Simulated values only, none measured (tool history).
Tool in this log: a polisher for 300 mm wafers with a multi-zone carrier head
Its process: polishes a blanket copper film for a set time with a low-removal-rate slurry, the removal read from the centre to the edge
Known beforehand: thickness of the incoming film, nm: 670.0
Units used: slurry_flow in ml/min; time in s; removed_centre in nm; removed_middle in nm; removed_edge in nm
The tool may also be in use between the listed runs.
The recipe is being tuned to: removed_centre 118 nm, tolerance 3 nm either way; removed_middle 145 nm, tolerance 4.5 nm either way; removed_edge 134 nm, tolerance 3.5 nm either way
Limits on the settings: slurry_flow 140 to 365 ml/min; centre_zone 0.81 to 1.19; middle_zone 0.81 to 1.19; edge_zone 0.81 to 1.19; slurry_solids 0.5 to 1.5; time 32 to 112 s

| run | hour | slurry_flow | centre_zone | middle_zone | edge_zone | slurry_solids | time | removed_centre | removed_middle | removed_edge |
|---|---|---|---|---|---|---|---|---|---|---|
| 1 | 0 | 235 | 1 | 1 | 1 | 1 | 72 | 156.8 | 158 | 157.86 |
| 2 | 3 | 235 | 1 | 1.07 | 1 | 1 | 72 | 158.7 | 161.1 | 156.48 |
| 3 | 3.6 | 230 | 0.98 | 1.07 | 0.98 | 0.95 | 72 | 150.87 | 160.4 | 153.1 |
| 4 | 9.5 | 230 | 0.98 | 1.07 | 1.01 | 0.95 | 72 | 152.51 | 160.59 | 157.46 |
| 5 | 10.4 | 225 | 0.96 | 1.06 | 0.99 | 0.95 | 72 | 147.96 | 157.3 | 155.79 |
| 6 | 13.2 | 225 | 0.96 | 1.06 | 0.99 | 0.95 | 90 | 187.41 | 204.25 | 192.66 |
| 7 | 14.4 | 220 | 0.95 | 1.06 | 0.97 | 0.9 | 88 | 178.17 | 191.42 | 183.72 |
| 8 | 18.2 | 200 | 0.85 | 1.16 | 0.87 | 0.65 | 72 | 121.85 | 160.36 | 136.81 |
| 9 | 21.1 | 195 | 0.85 | 1.15 | 0.87 | 0.65 | 72 | 123.13 | 157.33 | 135.9 |
| 10 | 25.2 | 190 | 0.85 | 1.14 | 0.87 | 0.65 | 72 | 121.25 | 157.91 | 135.75 |
| 11 | 33 | 190 | 0.85 | 1.13 | 0.87 | 0.65 | 72 | 121.77 | 156.23 | 135.72 |
| 12 | 37.9 | 185 | 0.85 | 1.12 | 0.87 | 0.65 | 72 | 122.7 | 153.9 | 135.4 |
| 13 | 40.3 | 185 | 0.85 | 1.11 | 0.87 | 0.65 | 72 | 124.13 | 154.34 | 135.24 |
| 14 | 44.7 | 155 | 0.81 | 1.05 | 0.89 | 0.6 | 72 | 113.47 | 144.14 | 133.69 |
| 15 | 50.4 | 160 | 0.81 | 1.05 | 0.89 | 0.6 | 72 | 111.1 | 143.8 | 133.05 |

4 next moves are on the table. One of them brings every result within its allowed miss. Which?
| A | 56.1 | 170 | 0.83 | 1.03 | 0.83 | 0.6 | 78 | ? | ? | ? |
| B | 56.1 | 235 | 0.83 | 1.1 | 0.88 | 0.65 | 74 | ? | ? | ? |
| C | 56.1 | 145 | 0.85 | 1.07 | 0.89 | 0.8 | 70 | ? | ? | ? |
| D | 56.1 | 175 | 0.81 | 1 | 0.91 | 0.7 | 73 | ? | ? | ? |

| move | removed_centre | removed_middle | removed_edge |
|---|---|---|---|
| A | 126.39 | 154.08 | 140.47 |
| B | 125.8 | 159.89 | 141.63 |
| C | 118.64 | 145.26 | 133.69 |
| D | 118.3 | 144.8 | 140.36 |
A: moves the result that the last run missed by most past its target, out the other side
B: moves the result that the last run missed by most past its target, out the other side
C: all results in spec
D: meets the target for the result that was furthest off, but another lies outside its allowed miss
Answer: C
